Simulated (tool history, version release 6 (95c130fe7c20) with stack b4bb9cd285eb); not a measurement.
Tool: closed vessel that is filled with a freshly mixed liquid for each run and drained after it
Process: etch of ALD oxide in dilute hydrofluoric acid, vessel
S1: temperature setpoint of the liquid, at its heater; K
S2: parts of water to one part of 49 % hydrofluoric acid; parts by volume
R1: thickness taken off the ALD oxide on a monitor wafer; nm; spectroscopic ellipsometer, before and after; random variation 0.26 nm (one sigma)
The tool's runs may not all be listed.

{"run": 1, "hour": 0.0, "S1": 298.15, "S2": 130, "time in the liquid (s)": 90, "R1": 20.03}
{"run": 2, "hour": 0.7, "S1": 297.15, "S2": 130, "time in the liquid (s)": 90, "R1": 19.364}
{"run": 3, "hour": 1.3, "S1": 298.15, "S2": 120, "time in the liquid (s)": 90, "R1": 21.939}
{"run": 4, "hour": 6.9, "S1": 301.65, "S2": 120, "time in the liquid (s)": 90, "R1": 25.173}
{"run": 5, "hour": 15.2, "S1": 302.15, "S2": 110, "time in the liquid (s)": 90, "R1": 28.331}
{"run": 6, "hour": 21.0, "S1": 302.65, "S2": 100, "time in the liquid (s)": 90, "R1": 31.963}
{"run": 7, "hour": 25.1, "S1": 303.15, "S2": 95, "time in the liquid (s)": 90, "R1": 34.581}
{"run": 8, "hour": 29.0, "S1": 303.15, "S2": 95, "time in the liquid (s)": 90, "R1": 34.68}
{"run": 9, "hour": 36.2, "S1": 303.15, "S2": 95, "time in the liquid (s)": 90, "R1": 34.317}
{"run": 10, "hour": 40.8, "S1": 303.65, "S2": 90, "time in the liquid (s)": 90, "R1": 37.76}
{"run": 11, "hour": 48.6, "S1": 304.15, "S2": 85, "time in the liquid (s)": 90, "R1": 40.922}
{"run": 12, "hour": 53.1, "S1": 306.15, "S2": 55, "time in the liquid (s)": 90, "R1": 71.749}

Forecast run 13:
{"run": 13, "hour": 56.7, "S1": 305.65, "S2": 55, "time in the liquid (s)": 90, "R1": "?"}

{"run 13": {"R1": 70.272}}

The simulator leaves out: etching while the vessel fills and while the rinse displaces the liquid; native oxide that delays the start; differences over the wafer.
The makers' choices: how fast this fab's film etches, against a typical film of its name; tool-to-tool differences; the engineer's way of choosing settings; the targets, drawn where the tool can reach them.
